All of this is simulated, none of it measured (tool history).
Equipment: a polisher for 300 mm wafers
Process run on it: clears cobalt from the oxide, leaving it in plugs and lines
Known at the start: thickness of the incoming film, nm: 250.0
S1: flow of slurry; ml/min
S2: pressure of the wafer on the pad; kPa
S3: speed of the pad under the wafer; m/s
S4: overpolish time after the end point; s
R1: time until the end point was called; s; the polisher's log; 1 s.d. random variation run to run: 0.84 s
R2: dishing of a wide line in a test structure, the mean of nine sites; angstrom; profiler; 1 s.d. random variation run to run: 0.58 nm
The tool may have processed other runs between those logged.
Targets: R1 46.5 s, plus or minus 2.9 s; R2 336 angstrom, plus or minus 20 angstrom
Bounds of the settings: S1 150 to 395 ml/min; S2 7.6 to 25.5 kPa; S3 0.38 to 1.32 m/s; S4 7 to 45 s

run 1 hour=0 | S1=250 S2=16.5 S3=0.84 S4=23 | R1=61.189 R2=386.67
run 2 hour=4.4 | S1=250 S2=17.2 S3=0.84 S4=21 | R1=59.472 R2=378.35
run 3 hour=12.8 | S1=250 S2=13.8 S3=0.84 S4=21 | R1=72.074 R2=354.07
run 4 hour=13.7 | S1=215 S2=13.8 S3=0.84 S4=21 | R1=74.119 R2=352.72
run 5 hour=20 | S1=215 S2=14.5 S3=0.86 S4=19 | R1=69.994 R2=352.17
run 6 hour=22.1 | S1=215 S2=11 S3=0.86 S4=19 | R1=83.886 R2=328.35
run 7 hour=28.1 | S1=220 S2=15.2 S3=1.08 S4=8 | R1=53.805 R2=255.58
run 8 hour=32.8 | S1=220 S2=15.9 S3=1.08 S4=9 | R1=49.107 R2=289.53
run 9 hour=36.1 | S1=220 S2=15.9 S3=1.08 S4=10 | R1=51.226 R2=293.09

Of the 5 settings listed for the next run, only one would bring every result within its allowed miss of target. Which one?
run A hour=39.4 | S1=195 S2=13.1 S3=1.1 S4=13 | R1=? R2=?
run B hour=39.4 | S1=275 S2=12.4 S3=1.1 S4=24 | R1=? R2=?
run C hour=39.4 | S1=180 S2=13.8 S3=1.14 S4=11 | R1=? R2=?
run D hour=39.4 | S1=235 S2=16.5 S3=1.14 S4=7 | R1=? R2=?
run E hour=39.4 | S1=200 S2=15.2 S3=1.24 S4=12 | R1=? R2=?

move=A R1=60.147 R2=325.25
move=B R1=59.906 R2=400.22
move=C R1=56.629 R2=308.81
move=D R1=47.32 R2=265.62
move=E R1=47.684 R2=346.65
A: corrects the largest miss of the last run, while another result sits out of spec
B: takes the biggest miss from the last run beyond its target
C: moves away from the targets compared with the last run
D: moves away from the targets compared with the last run
E: each result inside its tolerance
So the answer is move E, the one that meets all the targets.
